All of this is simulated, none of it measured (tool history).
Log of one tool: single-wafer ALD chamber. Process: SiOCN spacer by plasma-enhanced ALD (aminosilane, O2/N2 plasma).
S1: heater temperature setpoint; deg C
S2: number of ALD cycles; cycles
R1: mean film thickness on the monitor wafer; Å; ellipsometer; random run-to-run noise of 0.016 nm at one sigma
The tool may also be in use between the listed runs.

Run 1, hour 0.0: S1 420 deg C, S2 112 cycles. Result: R1 58.098 Å.
Run 2, hour 3.5: S1 420 deg C, S2 122 cycles. Result: R1 62.934 Å.
Run 3, hour 7.7: S1 420 deg C, S2 116 cycles. Result: R1 60.022 Å.
Run 4, hour 8.5: S1 420 deg C, S2 131 cycles. Result: R1 67.596 Å.
Run 5, hour 14.6: S1 425 deg C, S2 131 cycles. Result: R1 66.249 Å.
Run 6, hour 18.7: S1 419 deg C, S2 131 cycles. Result: R1 68.042 Å.
Run 7, hour 23.2: S1 431 deg C, S2 113 cycles. Result: R1 55.835 Å.
Run 8, hour 29.8: S1 434 deg C, S2 108 cycles. Result: R1 52.988 Å.
Run 9, hour 32.6: S1 434 deg C, S2 108 cycles. Result: R1 53.116 Å.
Run 10, hour 40.5: S1 436 deg C, S2 105 cycles. Result: R1 50.931 Å.
Run 11, hour 48.9: S1 438 deg C, S2 103 cycles. Result: R1 49.722 Å.
Run 12, hour 51.1: S1 439 deg C, S2 102 cycles. Result: R1 49.020 Å.
Run 13, hour 58.8: S1 440 deg C, S2 101 cycles. Result: R1 48.162 Å.

The next listed run, before its measurement:
At hour 63.5: thermocouple changed; heater temperature recalibrated.
Run 14, hour 63.5: S1 441 deg C, S2 101 cycles. Result: R1 ?.

R1: 48.959 Å
